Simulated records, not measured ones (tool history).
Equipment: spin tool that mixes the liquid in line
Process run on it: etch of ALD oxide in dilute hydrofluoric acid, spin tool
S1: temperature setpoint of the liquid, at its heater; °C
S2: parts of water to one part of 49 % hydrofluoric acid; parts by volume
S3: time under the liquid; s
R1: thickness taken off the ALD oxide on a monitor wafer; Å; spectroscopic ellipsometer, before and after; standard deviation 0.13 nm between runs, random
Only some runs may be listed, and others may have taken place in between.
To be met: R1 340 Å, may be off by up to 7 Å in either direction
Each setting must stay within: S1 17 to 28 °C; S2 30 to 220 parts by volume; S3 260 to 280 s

run 1 hour=0 | S1=20 S2=125 S3=260 | R1=179.97
run 2 hour=8.5 | S1=21.5 S2=125 S3=260 | R1=191.19
run 3 hour=15.7 | S1=21.5 S2=140 S3=260 | R1=167.62
run 4 hour=20.7 | S1=24.5 S2=140 S3=260 | R1=189.7
run 5 hour=27.6 | S1=24.5 S2=140 S3=260 | R1=190.17
run 6 hour=32.5 | S1=25.5 S2=130 S3=260 | R1=214.62
run 7 hour=37.4 | S1=26 S2=120 S3=260 | R1=239.24
run 8 hour=42.4 | S1=26.5 S2=110 S3=260 | R1=269.65
run 9 hour=47.4 | S1=27 S2=105 S3=260 | R1=289.14
run 10 hour=49.5 | S1=27 S2=100 S3=260 | R1=306.25
run 11 hour=50.9 | S1=28 S2=90 S3=260 | R1=359.4
run 12 hour=56.1 | S1=27.5 S2=90 S3=260 | R1=349.7

Of the 5 settings listed for the next run, only one would bring every result within its allowed miss of target. Which one?
run A hour=61.3 | S1=26.5 S2=95 S3=260 | R1=?
run B hour=61.3 | S1=24.5 S2=90 S3=270 | R1=?
run C hour=61.3 | S1=28 S2=90 S3=270 | R1=?
run D hour=61.3 | S1=23.5 S2=80 S3=260 | R1=?
run E hour=61.3 | S1=26 S2=85 S3=260 | R1=?

move=A R1=318.85
move=B R1=325.17
move=C R1=372.89
move=D R1=342.72
move=E R1=354.09
A: the result that was furthest off in the last run now lies on the other side of its target
B: the result that was furthest off in the last run now lies on the other side of its target
C: lands further from the targets than the last run did
D: every result within its allowed miss
E: lands further from the targets than the last run did
The right move is D.
